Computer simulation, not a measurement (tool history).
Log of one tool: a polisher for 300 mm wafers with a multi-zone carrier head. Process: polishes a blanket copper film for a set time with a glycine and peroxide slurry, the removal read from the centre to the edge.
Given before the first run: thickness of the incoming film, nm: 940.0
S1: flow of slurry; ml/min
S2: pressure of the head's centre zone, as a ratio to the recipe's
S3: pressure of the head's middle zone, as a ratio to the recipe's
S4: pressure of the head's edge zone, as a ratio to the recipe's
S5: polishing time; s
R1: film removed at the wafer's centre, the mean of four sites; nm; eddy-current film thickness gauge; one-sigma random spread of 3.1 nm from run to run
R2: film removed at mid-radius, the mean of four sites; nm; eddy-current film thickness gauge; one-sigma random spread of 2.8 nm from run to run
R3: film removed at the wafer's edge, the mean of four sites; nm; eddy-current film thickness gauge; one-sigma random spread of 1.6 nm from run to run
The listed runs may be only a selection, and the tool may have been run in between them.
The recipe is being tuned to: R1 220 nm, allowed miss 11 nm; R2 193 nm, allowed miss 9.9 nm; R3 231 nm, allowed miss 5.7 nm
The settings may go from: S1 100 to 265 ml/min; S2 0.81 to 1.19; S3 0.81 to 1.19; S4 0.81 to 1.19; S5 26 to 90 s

run	hour	S1	S2	S3	S4	S5	R1	R2	R3
1	0	170	1	1	1	58	308.79	301.02	297.16
2	8.3	170	1	1.09	1	58	299.44	313.64	296.98
3	14	155	0.99	1.02	1.04	54	269.22	278.9	275.13
4	18.1	155	0.99	1.02	1.04	65	331.73	332.14	334.17
5	23.5	175	0.99	1.02	1.04	65	337.85	342.85	337.44
6	28.6	175	0.96	1.02	1.04	65	316.71	335.03	339.57
7	34	155	0.97	0.97	1.07	60	295.82	298.58	314.96
8	41.8	140	0.97	0.93	1.07	55	260.72	259.72	280.54
9	44.7	130	0.98	0.9	1.08	52	244.45	238.73	261.39
10	47.1	125	0.99	0.88	1.1	50	236.99	222.47	252.2

Which one of the following 5 next-run settings gets every result inside its allowed miss? There is exactly one.
A	49.5	150	0.96	0.9	1.07	53	?	?	?
B	49.5	110	1.03	0.83	1.11	47	?	?	?
C	49.5	135	0.92	0.93	1.08	55	?	?	?
D	49.5	100	0.9	0.88	1.14	57	?	?	?
E	49.5	100	0.94	1.11	0.84	54	?	?	?

move	R1	R2	R3
A	251.32	253.5	269.13
B	219.39	198.26	229.45
C	243.49	262.44	275.57
D	224.66	242.12	275.41
E	222.65	266.13	234.42
A: lands further from the targets than the last run did
B: hits every target within its allowed miss
C: lands further from the targets than the last run did
D: lands further from the targets than the last run did
E: brings the last run's worst result on target, with another outside its allowed miss
The right move is B.

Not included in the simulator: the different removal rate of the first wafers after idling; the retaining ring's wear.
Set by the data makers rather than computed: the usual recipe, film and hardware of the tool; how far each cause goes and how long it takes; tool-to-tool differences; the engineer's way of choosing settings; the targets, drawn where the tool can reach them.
